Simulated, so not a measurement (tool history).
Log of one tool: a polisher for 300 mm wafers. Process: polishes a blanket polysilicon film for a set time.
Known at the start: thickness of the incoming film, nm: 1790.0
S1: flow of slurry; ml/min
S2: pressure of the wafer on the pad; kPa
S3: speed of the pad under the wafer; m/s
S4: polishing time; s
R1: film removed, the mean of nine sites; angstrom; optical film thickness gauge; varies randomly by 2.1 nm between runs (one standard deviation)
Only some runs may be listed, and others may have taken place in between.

run,hour,S1,S2,S3,S4,R1
1,0,175,21.4,1,48,4227.4
2,5.2,170,20,1,48,3983
3,10.5,145,20,1,48,3903.5
4,15.5,145,18.6,1,48,3627.1
5,16.8,145,18.6,1.12,48,4019.7
6,21.5,145,18.6,1.12,48,4040
7,22,145,17.2,1.12,48,3718.5
8,27.8,145,15.9,1.12,48,3406.8
9,34.1,130,11,1.12,48,2426.5
10,40.8,135,11,1.12,48,2425.6
11,42.9,135,11,1.12,48,2426.1

Run 12 comes next. What will it give?
12,44.6,140,11,1.12,48,?

R1: 2426.5 angstrom

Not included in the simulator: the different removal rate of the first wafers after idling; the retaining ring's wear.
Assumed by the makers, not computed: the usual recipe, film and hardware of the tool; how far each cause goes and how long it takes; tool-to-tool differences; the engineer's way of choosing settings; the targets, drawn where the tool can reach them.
